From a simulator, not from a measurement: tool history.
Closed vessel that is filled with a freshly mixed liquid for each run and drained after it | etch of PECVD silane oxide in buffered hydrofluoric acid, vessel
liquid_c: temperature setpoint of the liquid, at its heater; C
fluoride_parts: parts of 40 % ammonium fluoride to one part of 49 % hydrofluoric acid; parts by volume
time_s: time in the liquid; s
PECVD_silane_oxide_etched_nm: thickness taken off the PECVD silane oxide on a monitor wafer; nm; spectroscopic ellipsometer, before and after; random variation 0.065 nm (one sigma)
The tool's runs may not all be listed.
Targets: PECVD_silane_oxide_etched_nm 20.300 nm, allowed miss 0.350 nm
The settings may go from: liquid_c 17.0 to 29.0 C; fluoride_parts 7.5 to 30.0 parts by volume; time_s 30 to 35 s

run 1 hour=0.0 | liquid_c=21.0 fluoride_parts=20.5 time_s=35 | PECVD_silane_oxide_etched_nm=29.155
run 2 hour=9.1 | liquid_c=18.5 fluoride_parts=20.5 time_s=35 | PECVD_silane_oxide_etched_nm=25.444
run 3 hour=11.2 | liquid_c=18.5 fluoride_parts=25.0 time_s=35 | PECVD_silane_oxide_etched_nm=22.104
run 4 hour=17.5 | liquid_c=18.5 fluoride_parts=21.0 time_s=35 | PECVD_silane_oxide_etched_nm=24.985
run 5 hour=20.1 | liquid_c=18.5 fluoride_parts=21.0 time_s=35 | PECVD_silane_oxide_etched_nm=24.913
run 6 hour=22.2 | liquid_c=21.0 fluoride_parts=21.0 time_s=35 | PECVD_silane_oxide_etched_nm=28.820
run 7 hour=25.4 | liquid_c=20.0 fluoride_parts=22.0 time_s=35 | PECVD_silane_oxide_etched_nm=26.345
run 8 hour=31.8 | liquid_c=19.5 fluoride_parts=22.5 time_s=35 | PECVD_silane_oxide_etched_nm=25.246
run 9 hour=40.0 | liquid_c=19.0 fluoride_parts=23.0 time_s=35 | PECVD_silane_oxide_etched_nm=24.159
run 10 hour=46.4 | liquid_c=18.5 fluoride_parts=23.5 time_s=35 | PECVD_silane_oxide_etched_nm=23.163
run 11 hour=54.7 | liquid_c=18.0 fluoride_parts=24.0 time_s=35 | PECVD_silane_oxide_etched_nm=22.177
run 12 hour=58.7 | liquid_c=18.0 fluoride_parts=24.5 time_s=35 | PECVD_silane_oxide_etched_nm=21.857
run 13 hour=62.2 | liquid_c=17.5 fluoride_parts=25.0 time_s=35 | PECVD_silane_oxide_etched_nm=21.007

5 next moves are on the table. One of them brings every result within its allowed miss. Which?
run A hour=65.7 | liquid_c=17.5 fluoride_parts=24.5 time_s=35 | PECVD_silane_oxide_etched_nm=?
run B hour=65.7 | liquid_c=19.0 fluoride_parts=27.5 time_s=35 | PECVD_silane_oxide_etched_nm=?
run C hour=65.7 | liquid_c=19.0 fluoride_parts=23.5 time_s=30 | PECVD_silane_oxide_etched_nm=?
run D hour=65.7 | liquid_c=21.5 fluoride_parts=25.5 time_s=30 | PECVD_silane_oxide_etched_nm=?
run E hour=65.7 | liquid_c=17.0 fluoride_parts=24.0 time_s=35 | PECVD_silane_oxide_etched_nm=?

move=A PECVD_silane_oxide_etched_nm=21.174
move=B PECVD_silane_oxide_etched_nm=21.288
move=C PECVD_silane_oxide_etched_nm=20.343
move=D PECVD_silane_oxide_etched_nm=22.126
move=E PECVD_silane_oxide_etched_nm=20.872
A: further off than the last run
B: further off than the last run
C: meets every target
D: further off than the last run
E: nearer than the last run, and not there yet
The right move is C.
